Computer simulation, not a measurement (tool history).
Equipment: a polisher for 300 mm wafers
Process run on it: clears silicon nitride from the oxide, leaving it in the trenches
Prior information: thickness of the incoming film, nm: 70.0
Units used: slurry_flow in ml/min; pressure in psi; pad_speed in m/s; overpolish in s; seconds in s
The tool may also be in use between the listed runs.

run 1 hour=0.0 | slurry_flow=200 pressure=2.0 pad_speed=0.80 overpolish=29 | seconds=156.01
run 2 hour=6.6 | slurry_flow=200 pressure=1.7 pad_speed=0.80 overpolish=29 | seconds=186.97
run 3 hour=7.8 | slurry_flow=200 pressure=1.7 pad_speed=0.66 overpolish=29 | seconds=213.53
run 4 hour=8.4 | slurry_flow=200 pressure=1.7 pad_speed=0.56 overpolish=29 | seconds=250.67
run 5 hour=17.2 | slurry_flow=200 pressure=1.9 pad_speed=0.58 overpolish=29 | seconds=222.20
run 6 hour=18.4 | slurry_flow=200 pressure=2.1 pad_speed=0.60 overpolish=29 | seconds=187.26
run 7 hour=24.9 | slurry_flow=200 pressure=2.2 pad_speed=0.60 overpolish=29 | seconds=181.57
run 8 hour=27.9 | slurry_flow=200 pressure=2.3 pad_speed=0.60 overpolish=29 | seconds=176.53

Estimate the outcome of run 9 from the log above:
run 9 hour=35.0 | slurry_flow=200 pressure=2.4 pad_speed=0.62 overpolish=29 | seconds=?

Run 9 produced seconds 163.44 s.
